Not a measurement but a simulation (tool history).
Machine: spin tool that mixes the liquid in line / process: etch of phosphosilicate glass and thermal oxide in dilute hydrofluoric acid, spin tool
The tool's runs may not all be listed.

run,hour,temperature setpoint of the liquid (K),parts of water to one part of 49 % hydrofluoric acid (parts by volume),time under the liquid (s),thickness taken off the phosphosilicate glass on a monitor wafer (Å),thickness taken off the thermal oxide on a monitor wafer (Å)
1,0,295.15,205,40,225.69,8.0011
2,3.1,295.15,270,40,161.68,5.6809
3,6.8,295.15,270,55,224,7.7815
4,14.4,291.65,270,55,194.15,6.7031
5,16,291.65,210,55,263.04,9.0136
6,19.1,291.15,240,55,220.68,7.9643
7,20.2,291.15,260,55,201.81,7.2692
8,21,291.15,275,55,185.9,6.3381
9,25.7,291.15,285,55,179.75,6.3389
10,34.3,291.15,295,55,170.73,6.0344
11,39.6,291.15,305,55,164.31,5.5793
12,44.4,290.65,310,55,157.41,5.7333
13,52.7,290.65,315,55,154.44,5.4584

Predict the results of run 14:
14,61.4,290.65,320,55,?,?

thickness taken off the phosphosilicate glass on a monitor wafer (Å): 152.79
thickness taken off the thermal oxide on a monitor wafer (Å): 5.4959
